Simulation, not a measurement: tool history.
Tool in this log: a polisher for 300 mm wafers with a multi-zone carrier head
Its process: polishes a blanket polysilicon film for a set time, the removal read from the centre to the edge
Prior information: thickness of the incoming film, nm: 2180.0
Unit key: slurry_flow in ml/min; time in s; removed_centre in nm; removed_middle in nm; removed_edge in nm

run,hour,slurry_flow,centre_zone,middle_zone,edge_zone,time,removed_centre,removed_middle,removed_edge
1,0.0,205,1.00,1.00,1.00,68,384.86,397.13,388.57
2,2.6,220,1.03,1.04,0.99,70,409.75,439.24,397.15
3,9.9,260,1.03,1.04,0.99,70,426.76,443.06,404.26
4,12.3,280,1.03,1.04,0.99,70,429.10,442.07,405.11
5,15.4,280,1.06,1.07,1.00,72,453.95,465.33,414.17
6,19.5,230,1.06,1.07,1.00,72,438.52,457.16,420.05

The next listed run, before its measurement:
7,21.6,240,1.08,1.09,0.98,73,?,?,?

Run 7 produced removed_centre 458.82 nm, removed_middle 465.54 nm, removed_edge 432.81 nm.

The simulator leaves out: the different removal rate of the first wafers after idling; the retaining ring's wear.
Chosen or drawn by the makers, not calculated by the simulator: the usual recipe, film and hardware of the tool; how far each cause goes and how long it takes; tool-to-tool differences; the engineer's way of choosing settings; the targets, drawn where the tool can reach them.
